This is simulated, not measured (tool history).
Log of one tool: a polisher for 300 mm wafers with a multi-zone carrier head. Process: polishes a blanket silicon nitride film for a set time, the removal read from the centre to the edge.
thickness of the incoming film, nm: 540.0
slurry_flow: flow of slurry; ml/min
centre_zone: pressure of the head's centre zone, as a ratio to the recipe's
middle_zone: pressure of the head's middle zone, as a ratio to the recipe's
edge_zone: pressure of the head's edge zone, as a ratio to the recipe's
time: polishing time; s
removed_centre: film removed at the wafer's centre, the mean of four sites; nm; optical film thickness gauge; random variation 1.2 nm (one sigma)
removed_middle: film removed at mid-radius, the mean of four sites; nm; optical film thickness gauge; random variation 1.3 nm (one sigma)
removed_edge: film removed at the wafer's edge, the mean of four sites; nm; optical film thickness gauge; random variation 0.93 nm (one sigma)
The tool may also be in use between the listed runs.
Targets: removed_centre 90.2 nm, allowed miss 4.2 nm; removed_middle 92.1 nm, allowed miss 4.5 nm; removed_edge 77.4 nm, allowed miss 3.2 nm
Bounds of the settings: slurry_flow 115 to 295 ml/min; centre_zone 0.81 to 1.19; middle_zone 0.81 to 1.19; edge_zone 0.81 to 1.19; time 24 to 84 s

run 1 hour=0 | slurry_flow=190 centre_zone=1 middle_zone=1 edge_zone=1 time=54 | removed_centre=120.39 removed_middle=120.83 removed_edge=116.35
run 2 hour=6.8 | slurry_flow=190 centre_zone=1 middle_zone=1 edge_zone=0.96 time=54 | removed_centre=122.13 removed_middle=122.38 removed_edge=115.75
run 3 hour=8.9 | slurry_flow=190 centre_zone=1 middle_zone=1 edge_zone=0.91 time=54 | removed_centre=120.78 removed_middle=123.69 removed_edge=111.17
run 4 hour=16.2 | slurry_flow=190 centre_zone=0.97 middle_zone=1 edge_zone=0.91 time=54 | removed_centre=114.76 removed_middle=124.72 removed_edge=112.11
run 5 hour=17.1 | slurry_flow=190 centre_zone=1.03 middle_zone=1 edge_zone=0.91 time=54 | removed_centre=126.73 removed_middle=123.45 removed_edge=111.96
run 6 hour=25 | slurry_flow=190 centre_zone=1.03 middle_zone=1.01 edge_zone=0.89 time=50 | removed_centre=113.18 removed_middle=111.51 removed_edge=102.21
run 7 hour=30.5 | slurry_flow=190 centre_zone=1.04 middle_zone=1.04 edge_zone=0.87 time=47 | removed_centre=109.81 removed_middle=107.85 removed_edge=93.836
run 8 hour=32.6 | slurry_flow=185 centre_zone=1.04 middle_zone=1.04 edge_zone=0.86 time=45 | removed_centre=102.63 removed_middle=100.71 removed_edge=88.732
run 9 hour=33.5 | slurry_flow=175 centre_zone=1.04 middle_zone=1.05 edge_zone=0.85 time=44 | removed_centre=100.29 removed_middle=100.32 removed_edge=86.548
run 10 hour=36.5 | slurry_flow=170 centre_zone=1.04 middle_zone=1.05 edge_zone=0.84 time=43 | removed_centre=98.998 removed_middle=98.705 removed_edge=85.332
run 11 hour=38.5 | slurry_flow=170 centre_zone=1.04 middle_zone=1.06 edge_zone=0.84 time=42 | removed_centre=96.327 removed_middle=97.017 removed_edge=82.421

Which of these 4 next moves meets every target?
run A hour=40.5 | slurry_flow=220 centre_zone=1 middle_zone=1.09 edge_zone=0.84 time=39 | removed_centre=? removed_middle=? removed_edge=?
run B hour=40.5 | slurry_flow=250 centre_zone=1.08 middle_zone=1.01 edge_zone=1.03 time=39 | removed_centre=? removed_middle=? removed_edge=?
run C hour=40.5 | slurry_flow=205 centre_zone=1.11 middle_zone=1.05 edge_zone=0.86 time=40 | removed_centre=? removed_middle=? removed_edge=?
run D hour=40.5 | slurry_flow=115 centre_zone=1.04 middle_zone=0.95 edge_zone=0.82 time=48 | removed_centre=? removed_middle=? removed_edge=?

move=A removed_centre=89.777 removed_middle=94.494 removed_edge=78.447
move=B removed_centre=98.725 removed_middle=92.563 removed_edge=87.361
move=C removed_centre=101.16 removed_middle=94.23 removed_edge=80.746
move=D removed_centre=100.03 removed_middle=96.559 removed_edge=87.612
A: meets every target
B: further off than the last run
C: further off than the last run
D: further off than the last run
The right move is A.

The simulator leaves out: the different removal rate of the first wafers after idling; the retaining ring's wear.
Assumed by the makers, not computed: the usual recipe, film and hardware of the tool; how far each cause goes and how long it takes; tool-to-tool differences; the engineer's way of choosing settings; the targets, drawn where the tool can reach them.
